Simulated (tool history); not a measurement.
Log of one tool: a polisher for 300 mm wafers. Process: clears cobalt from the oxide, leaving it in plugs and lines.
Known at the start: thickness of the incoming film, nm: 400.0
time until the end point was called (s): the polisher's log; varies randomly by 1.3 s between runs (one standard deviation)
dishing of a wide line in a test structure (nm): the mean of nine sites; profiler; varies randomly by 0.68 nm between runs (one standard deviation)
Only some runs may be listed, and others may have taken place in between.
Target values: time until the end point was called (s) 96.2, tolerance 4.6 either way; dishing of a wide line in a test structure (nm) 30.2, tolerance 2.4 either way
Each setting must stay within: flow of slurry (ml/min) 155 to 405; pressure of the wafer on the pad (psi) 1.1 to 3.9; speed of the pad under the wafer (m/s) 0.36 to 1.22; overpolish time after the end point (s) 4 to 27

| run | hour | flow of slurry (ml/min) | pressure of the wafer on the pad (psi) | speed of the pad under the wafer (m/s) | overpolish time after the end point (s) | time until the end point was called (s) | dishing of a wide line in a test structure (nm) |
|---|---|---|---|---|---|---|---|
| 1 | 0 | 260 | 2.5 | 0.78 | 14 | 68 | 54.434 |
| 2 | 0.6 | 260 | 2.3 | 0.78 | 12 | 73.353 | 45.626 |
| 3 | 7.8 | 260 | 2.2 | 0.78 | 11 | 75.597 | 42.664 |
| 4 | 11 | 320 | 2.2 | 0.78 | 11 | 72.817 | 43.445 |
| 5 | 19.6 | 285 | 2.2 | 0.78 | 11 | 74.96 | 42.221 |
| 6 | 27.1 | 330 | 2.2 | 0.78 | 11 | 74.539 | 42.302 |
| 7 | 30.4 | 330 | 2.1 | 0.78 | 10 | 79.323 | 39.436 |
| 8 | 38.1 | 330 | 1.6 | 0.76 | 5 | 103.48 | 17.667 |
| 9 | 44.5 | 325 | 1.9 | 0.7 | 11 | 96.164 | 35.147 |
| 10 | 50.2 | 320 | 1.9 | 0.7 | 10 | 94.997 | 33.204 |

Pick the move, out of 5, that brings all results within their allowed miss; only one does.
| A | 55.9 | 255 | 1.6 | 0.8 | 11 | ? | ? |
| B | 55.9 | 325 | 1.5 | 0.88 | 7 | ? | ? |
| C | 55.9 | 315 | 1.9 | 0.64 | 8 | ? | ? |
| D | 55.9 | 330 | 2.2 | 0.6 | 9 | ? | ? |
| E | 55.9 | 325 | 1.6 | 0.8 | 7 | ? | ? |

| move | time until the end point was called (s) | dishing of a wide line in a test structure (nm) |
|---|---|---|
| A | 98.55 | 33.878 |
| B | 93.477 | 24.513 |
| C | 101.77 | 25.541 |
| D | 93.676 | 30.098 |
| E | 96.437 | 23.878 |
A: lands further from the targets than the last run did
B: moves the result that the last run missed by most past its target, out the other side
C: moves the result that the last run missed by most past its target, out the other side
D: in spec on every target
E: moves the result that the last run missed by most past its target, out the other side
Move D is the one to make.
